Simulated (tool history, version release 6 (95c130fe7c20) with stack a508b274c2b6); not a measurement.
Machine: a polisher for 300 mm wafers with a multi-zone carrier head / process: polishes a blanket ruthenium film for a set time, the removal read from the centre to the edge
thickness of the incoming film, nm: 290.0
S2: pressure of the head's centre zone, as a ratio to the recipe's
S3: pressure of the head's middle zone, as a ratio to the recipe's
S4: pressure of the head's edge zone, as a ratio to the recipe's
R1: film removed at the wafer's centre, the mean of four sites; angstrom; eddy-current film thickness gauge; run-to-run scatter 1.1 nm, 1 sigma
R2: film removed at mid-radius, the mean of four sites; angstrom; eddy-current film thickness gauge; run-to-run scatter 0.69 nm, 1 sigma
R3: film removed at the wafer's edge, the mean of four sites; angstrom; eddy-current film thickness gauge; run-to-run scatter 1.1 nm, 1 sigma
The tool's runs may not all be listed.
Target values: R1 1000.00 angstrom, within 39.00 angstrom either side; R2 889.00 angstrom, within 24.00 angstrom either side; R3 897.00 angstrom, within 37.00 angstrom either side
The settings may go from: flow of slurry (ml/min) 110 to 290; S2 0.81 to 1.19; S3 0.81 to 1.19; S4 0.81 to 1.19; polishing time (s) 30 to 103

{"run": 1, "hour": 0.0, "flow of slurry (ml/min)": 185, "S2": 1.0, "S3": 1.0, "S4": 1.0, "polishing time (s)": 66, "R1": 770.97, "R2": 766.52, "R3": 762.79}
{"run": 2, "hour": 2.6, "flow of slurry (ml/min)": 200, "S2": 1.03, "S3": 1.01, "S4": 1.03, "polishing time (s)": 67, "R1": 821.31, "R2": 790.53, "R3": 788.2}
{"run": 3, "hour": 4.9, "flow of slurry (ml/min)": 185, "S2": 1.03, "S3": 1.01, "S4": 1.03, "polishing time (s)": 67, "R1": 785.34, "R2": 785.15, "R3": 794.12}
{"run": 4, "hour": 10.7, "flow of slurry (ml/min)": 185, "S2": 1.03, "S3": 1.01, "S4": 0.97, "polishing time (s)": 67, "R1": 784.46, "R2": 788.0, "R3": 760.73}
{"run": 5, "hour": 19.5, "flow of slurry (ml/min)": 200, "S2": 1.06, "S3": 1.02, "S4": 1.01, "polishing time (s)": 68, "R1": 847.87, "R2": 814.1, "R3": 804.83}
{"run": 6, "hour": 24.3, "flow of slurry (ml/min)": 215, "S2": 1.07, "S3": 1.03, "S4": 1.03, "polishing time (s)": 68, "R1": 875.14, "R2": 837.64, "R3": 822.84}
{"run": 7, "hour": 31.9, "flow of slurry (ml/min)": 225, "S2": 1.08, "S3": 1.03, "S4": 1.05, "polishing time (s)": 68, "R1": 869.15, "R2": 841.41, "R3": 823.86}
{"run": 8, "hour": 37.7, "flow of slurry (ml/min)": 230, "S2": 1.11, "S3": 1.03, "S4": 1.06, "polishing time (s)": 69, "R1": 935.71, "R2": 859.96, "R3": 832.12}
{"run": 9, "hour": 43.3, "flow of slurry (ml/min)": 235, "S2": 1.11, "S3": 1.03, "S4": 1.08, "polishing time (s)": 70, "R1": 963.52, "R2": 870.4, "R3": 864.66}
{"run": 10, "hour": 50.9, "flow of slurry (ml/min)": 240, "S2": 1.11, "S3": 1.03, "S4": 1.09, "polishing time (s)": 70, "R1": 957.58, "R2": 856.93, "R3": 861.56}
{"run": 11, "hour": 51.7, "flow of slurry (ml/min)": 245, "S2": 1.11, "S3": 1.03, "S4": 1.1, "polishing time (s)": 70, "R1": 952.29, "R2": 858.75, "R3": 870.58}
{"run": 12, "hour": 54.3, "flow of slurry (ml/min)": 250, "S2": 1.12, "S3": 1.03, "S4": 1.1, "polishing time (s)": 70, "R1": 958.26, "R2": 868.2, "R3": 871.55}

Exactly one of the 4 candidate moves below puts every result within its allowed miss. Which one?
{"run": "A", "hour": 56.9, "flow of slurry (ml/min)": 250, "S2": 1.17, "S3": 0.93, "S4": 1.08, "polishing time (s)": 71, "R1": "?", "R2": "?", "R3": "?"}
{"run": "B", "hour": 56.9, "flow of slurry (ml/min)": 235, "S2": 1.14, "S3": 1.05, "S4": 1.11, "polishing time (s)": 72, "R1": "?", "R2": "?", "R3": "?"}
{"run": "C", "hour": 56.9, "flow of slurry (ml/min)": 215, "S2": 1.06, "S3": 1.0, "S4": 1.19, "polishing time (s)": 73, "R1": "?", "R2": "?", "R3": "?"}
{"run": "D", "hour": 56.9, "flow of slurry (ml/min)": 230, "S2": 1.19, "S3": 1.13, "S4": 1.02, "polishing time (s)": 69, "R1": "?", "R2": "?", "R3": "?"}

move=A R1=1000.50 R2=811.05 R3=898.75
move=B R1=981.26 R2=895.03 R3=916.62
move=C R1=913.02 R2=864.99 R3=952.89
move=D R1=979.56 R2=905.31 R3=843.09
A: the worst result of the last run now meets its target, but another is out of spec
B: hits every target within its allowed miss
C: misses by more than the last run did
D: the worst result of the last run now meets its target, but another is out of spec
Answer: B

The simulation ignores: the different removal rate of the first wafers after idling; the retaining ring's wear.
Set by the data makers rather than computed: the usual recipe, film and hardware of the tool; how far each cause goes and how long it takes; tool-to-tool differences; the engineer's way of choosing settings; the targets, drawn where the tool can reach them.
